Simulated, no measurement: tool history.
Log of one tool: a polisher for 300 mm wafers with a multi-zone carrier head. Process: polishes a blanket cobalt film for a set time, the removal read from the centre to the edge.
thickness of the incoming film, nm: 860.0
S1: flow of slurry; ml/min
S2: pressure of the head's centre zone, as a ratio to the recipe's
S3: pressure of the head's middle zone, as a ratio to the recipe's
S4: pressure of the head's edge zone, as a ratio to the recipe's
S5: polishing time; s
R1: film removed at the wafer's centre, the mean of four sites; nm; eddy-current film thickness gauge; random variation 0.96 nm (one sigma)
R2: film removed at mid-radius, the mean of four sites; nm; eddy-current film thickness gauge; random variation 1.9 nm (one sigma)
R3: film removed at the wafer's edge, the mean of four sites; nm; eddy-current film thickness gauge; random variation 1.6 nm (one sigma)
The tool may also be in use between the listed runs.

run,hour,S1,S2,S3,S4,S5,R1,R2,R3
1,0,240,1,1,1,45,207.74,186.85,195.55
2,4.6,240,1,1,1.07,45,206.26,180.67,201.69
3,10.5,240,1.04,1,1.07,45,215.48,184.18,196.77
4,13.3,235,1.01,1.05,1.03,38,176.8,164.22,164.34
5,21.6,235,1.01,1.05,1.03,45,209.96,187.64,192.43
6,23.7,235,1.01,1,1.03,45,209.02,181.48,195.43
7,27.5,225,0.98,1.04,0.99,39,175.04,163.21,163.98
8,29.1,205,0.88,1.06,0.89,29,114.73,121.98,116.85
9,29.8,230,0.89,1.08,0.9,29,116.84,126.89,119.04
10,34.9,240,0.91,1.09,0.91,29,122.33,124.58,116.7
11,42.4,240,0.89,1.14,0.9,32,130.85,143.82,132.74
12,47.5,240,0.89,1.13,0.87,32,131.64,146.65,129.77
13,52.3,235,0.89,1.11,0.86,32,128.94,143.81,127.38
14,54.1,235,0.89,1.09,0.86,32,130.71,139.69,126.89

The next listed run, before its measurement:
# hour 60.6: centre zone pressure recalibrated
15,60.6,230,0.89,1.09,0.85,32,?,?,?

{"run 15": {"R1": 117.93, "R2": 140.5, "R3": 125.25}}

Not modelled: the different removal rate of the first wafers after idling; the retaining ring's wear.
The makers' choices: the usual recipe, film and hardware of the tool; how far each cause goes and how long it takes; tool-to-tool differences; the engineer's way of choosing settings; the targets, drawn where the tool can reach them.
